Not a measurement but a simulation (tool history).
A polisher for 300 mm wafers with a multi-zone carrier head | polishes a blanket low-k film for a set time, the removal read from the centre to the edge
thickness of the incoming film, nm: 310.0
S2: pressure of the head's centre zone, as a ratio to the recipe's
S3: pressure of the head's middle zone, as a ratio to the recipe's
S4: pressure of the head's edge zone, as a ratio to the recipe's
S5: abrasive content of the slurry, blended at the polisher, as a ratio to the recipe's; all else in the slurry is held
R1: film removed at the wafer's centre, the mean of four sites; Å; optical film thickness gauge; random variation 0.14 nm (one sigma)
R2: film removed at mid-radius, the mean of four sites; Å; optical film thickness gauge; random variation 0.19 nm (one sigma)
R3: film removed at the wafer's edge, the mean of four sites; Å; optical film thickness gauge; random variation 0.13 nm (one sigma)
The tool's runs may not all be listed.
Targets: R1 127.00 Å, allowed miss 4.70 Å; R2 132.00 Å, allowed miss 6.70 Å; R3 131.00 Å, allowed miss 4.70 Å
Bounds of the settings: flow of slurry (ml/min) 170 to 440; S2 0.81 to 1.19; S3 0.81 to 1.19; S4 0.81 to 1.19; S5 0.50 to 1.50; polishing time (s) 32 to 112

run 1 hour=0.0 | flow_of_slurry_(ml/min)=280 S2=1.00 S3=1.00 S4=1.00 S5=1.00 polishing_time_(s)=72 | R1=183.68 R2=189.10 R3=177.01
run 2 hour=5.7 | flow_of_slurry_(ml/min)=280 S2=1.00 S3=0.92 S4=1.00 S5=1.00 polishing_time_(s)=72 | R1=184.06 R2=176.58 R3=179.32
run 3 hour=6.5 | flow_of_slurry_(ml/min)=280 S2=0.98 S3=0.91 S4=0.98 S5=0.90 polishing_time_(s)=71 | R1=168.31 R2=172.22 R3=168.55
run 4 hour=15.5 | flow_of_slurry_(ml/min)=275 S2=0.98 S3=0.89 S4=0.98 S5=0.80 polishing_time_(s)=69 | R1=156.66 R2=153.67 R3=152.69
run 5 hour=21.7 | flow_of_slurry_(ml/min)=275 S2=0.98 S3=0.89 S4=0.94 S5=0.80 polishing_time_(s)=69 | R1=158.32 R2=146.21 R3=150.23
run 6 hour=27.0 | flow_of_slurry_(ml/min)=275 S2=0.98 S3=0.94 S4=0.94 S5=0.80 polishing_time_(s)=69 | R1=161.74 R2=159.75 R3=150.52
run 7 hour=34.3 | flow_of_slurry_(ml/min)=265 S2=0.88 S3=0.87 S4=0.86 S5=0.55 polishing_time_(s)=68 | R1=125.21 R2=126.12 R3=123.28
run 8 hour=36.1 | flow_of_slurry_(ml/min)=270 S2=0.88 S3=0.87 S4=0.87 S5=0.55 polishing_time_(s)=68 | R1=125.56 R2=125.80 R3=121.52
run 9 hour=43.1 | flow_of_slurry_(ml/min)=265 S2=0.88 S3=0.87 S4=0.89 S5=0.55 polishing_time_(s)=68 | R1=122.09 R2=121.41 R3=123.16
run 10 hour=48.3 | flow_of_slurry_(ml/min)=270 S2=0.88 S3=0.88 S4=0.90 S5=0.55 polishing_time_(s)=68 | R1=123.98 R2=126.11 R3=124.60
run 11 hour=50.1 | flow_of_slurry_(ml/min)=275 S2=0.88 S3=0.88 S4=0.91 S5=0.55 polishing_time_(s)=68 | R1=125.09 R2=128.74 R3=126.02

4 next moves are on the table. One of them brings every result within its allowed miss. Which?
run A hour=51.9 | flow_of_slurry_(ml/min)=285 S2=0.94 S3=0.85 S4=0.91 S5=0.55 polishing_time_(s)=66 | R1=? R2=? R3=?
run B hour=51.9 | flow_of_slurry_(ml/min)=170 S2=0.93 S3=0.98 S4=0.92 S5=0.75 polishing_time_(s)=59 | R1=? R2=? R3=?
run C hour=51.9 | flow_of_slurry_(ml/min)=375 S2=0.92 S3=0.93 S4=1.03 S5=0.70 polishing_time_(s)=59 | R1=? R2=? R3=?
run D hour=51.9 | flow_of_slurry_(ml/min)=340 S2=0.92 S3=0.95 S4=0.89 S5=0.70 polishing_time_(s)=59 | R1=? R2=? R3=?

move=A R1=126.44 R2=119.89 R3=123.82
move=B R1=119.49 R2=129.30 R3=120.75
move=C R1=126.15 R2=130.51 R3=131.36
move=D R1=125.11 R2=131.87 R3=122.40
A: further off than the last run
B: further off than the last run
C: meets every target
D: further off than the last run
Move C is the one to make.
